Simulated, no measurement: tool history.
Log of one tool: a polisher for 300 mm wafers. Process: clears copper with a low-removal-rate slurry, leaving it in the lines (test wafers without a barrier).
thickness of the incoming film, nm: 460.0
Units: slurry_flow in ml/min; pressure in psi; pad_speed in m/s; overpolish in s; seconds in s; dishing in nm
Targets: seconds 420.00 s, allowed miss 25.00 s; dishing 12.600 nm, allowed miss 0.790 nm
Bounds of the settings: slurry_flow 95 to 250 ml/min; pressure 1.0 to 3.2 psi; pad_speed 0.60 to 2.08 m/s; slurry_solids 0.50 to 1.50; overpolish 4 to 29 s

run,day,slurry_flow,pressure,pad_speed,slurry_solids,overpolish,seconds,dishing
1,0.000,160,2.1,1.34,1.00,15,177.38,22.445
2,0.312,160,2.1,1.34,1.00,18,178.56,26.679
3,0.500,160,2.1,1.34,1.00,13,174.81,20.578
4,0.825,125,2.1,1.34,1.00,13,187.13,19.515
5,1.142,125,1.8,1.34,1.00,13,211.39,17.580
6,1.321,140,1.8,1.34,1.00,13,209.88,17.775
7,1.508,140,1.7,1.28,1.00,14,219.47,17.499
8,1.846,135,1.6,1.20,1.00,15,256.01,16.709
9,2.171,135,1.5,1.16,1.00,15,276.01,15.341
10,2.412,135,1.4,1.14,1.00,15,293.06,14.755

4 next moves are on the table. One of them brings every result within its allowed miss. Which?
A,2.654,130,1.2,0.92,0.95,18,?,?
B,2.654,130,1.3,1.50,0.90,15,?,?
C,2.654,150,1.2,1.04,1.00,19,?,?
D,2.654,110,1.0,0.94,1.00,21,?,?

move,seconds,dishing
A,416.78,12.813
B,254.08,16.797
C,359.46,15.248
D,485.93,12.730
A: meets every target
B: further off than the last run
C: nearer than the last run, and not there yet
D: takes the result that was furthest off past its target
Answer: A
